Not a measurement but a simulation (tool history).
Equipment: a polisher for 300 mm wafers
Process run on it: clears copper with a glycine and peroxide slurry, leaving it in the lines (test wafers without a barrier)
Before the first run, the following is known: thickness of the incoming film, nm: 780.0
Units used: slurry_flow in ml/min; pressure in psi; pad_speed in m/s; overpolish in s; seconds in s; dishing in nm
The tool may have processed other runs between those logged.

Run 1, hour 0: slurry_flow 265 ml/min, pressure 3 psi, pad_speed 1.3 m/s, overpolish 23 s. Result: seconds 111.74 s, dishing 79.349 nm.
Run 2, hour 3.7: slurry_flow 265 ml/min, pressure 3.7 psi, pad_speed 1.3 m/s, overpolish 23 s. Result: seconds 94.001 s, dishing 91.65 nm.
Run 3, hour 8.7: slurry_flow 265 ml/min, pressure 3.7 psi, pad_speed 1.32 m/s, overpolish 20 s. Result: seconds 92.275 s, dishing 83.289 nm.
Run 4, hour 13: slurry_flow 205 ml/min, pressure 3.7 psi, pad_speed 1.32 m/s, overpolish 20 s. Result: seconds 97.777 s, dishing 83.377 nm.
Run 5, hour 20.5: slurry_flow 220 ml/min, pressure 3.7 psi, pad_speed 1.34 m/s, overpolish 18 s. Result: seconds 93.097 s, dishing 79.386 nm.
Run 6, hour 28.6: slurry_flow 180 ml/min, pressure 3.7 psi, pad_speed 1.34 m/s, overpolish 18 s. Result: seconds 96.195 s, dishing 76.93 nm.
Run 7, hour 29.4: slurry_flow 185 ml/min, pressure 3.7 psi, pad_speed 1.36 m/s, overpolish 17 s. Result: seconds 95.985 s, dishing 74.791 nm.
At hour 35.9: worn pad replaced by a new one.
Run 8, hour 35.9: slurry_flow 195 ml/min, pressure 3.7 psi, pad_speed 1.38 m/s, overpolish 16 s. Result: seconds 87.389 s, dishing 74.222 nm.
Run 9, hour 44: slurry_flow 220 ml/min, pressure 3.6 psi, pad_speed 1.4 m/s, overpolish 12 s. Result: seconds 86.267 s, dishing 62.678 nm.

Run 10, settings as shown, results not yet in. Your forecast:
Run 10, hour 46.6: slurry_flow 220 ml/min, pressure 3.6 psi, pad_speed 1.4 m/s, overpolish 12 s. Result: seconds ?, dishing ?.

For run 10 the tool returned seconds 86.268 s, dishing 63.78 nm.
